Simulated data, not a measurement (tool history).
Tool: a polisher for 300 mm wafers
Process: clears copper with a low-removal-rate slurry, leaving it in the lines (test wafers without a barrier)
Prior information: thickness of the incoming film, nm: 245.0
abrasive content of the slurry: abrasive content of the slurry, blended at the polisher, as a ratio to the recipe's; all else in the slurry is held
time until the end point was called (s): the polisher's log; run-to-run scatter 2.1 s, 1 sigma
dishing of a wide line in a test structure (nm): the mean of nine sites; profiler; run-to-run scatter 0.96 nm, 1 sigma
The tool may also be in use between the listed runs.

run  hour  flow of slurry (ml/min)  pressure of the wafer on the pad (psi)  speed of the pad under the wafer (m/s)  abrasive content of the slurry  overpolish time after the end point (s)  time until the end point was called (s)  dishing of a wide line in a test structure (nm)
  1     0                      260                                     2.2                                    1.28                               1                                       29                                   90.727                                            46.22
  2     4                      260                                     2.1                                    1.28                               1                                       31                                    97.93                                           47.602
  3  11.3                      260                                       2                                    1.28                               1                                       32                                    101.3                                           44.202
  4  16.4                      260                                       2                                    1.26                               1                                       34                                   100.97                                           47.004
  5  19.5                      260                                       2                                    1.26                               1                                       36                                   102.65                                           48.336
  6  22.6                      260                                     2.6                                    1.26                               1                                       36                                   81.565                                           58.862
  7  28.8                      260                                     2.5                                    1.26                               1                                       37                                   82.419                                           58.702
  8  37.7                      260                                     2.4                                    1.26                               1                                       38                                   88.943                                           58.001
  9  38.5                      260                                     2.3                                    1.26                               1                                       39                                   90.861                                           58.099

Run 10 comes next. What will it give?
     40.4  -- slurry nozzle cleaned
 10  40.4                      260                                     2.2                                    1.26                               1                                       39                                        ?                                                ?

{"run 10": {"time until the end point was called (s)": 90.732, "dishing of a wide line in a test structure (nm)": 58.294}}
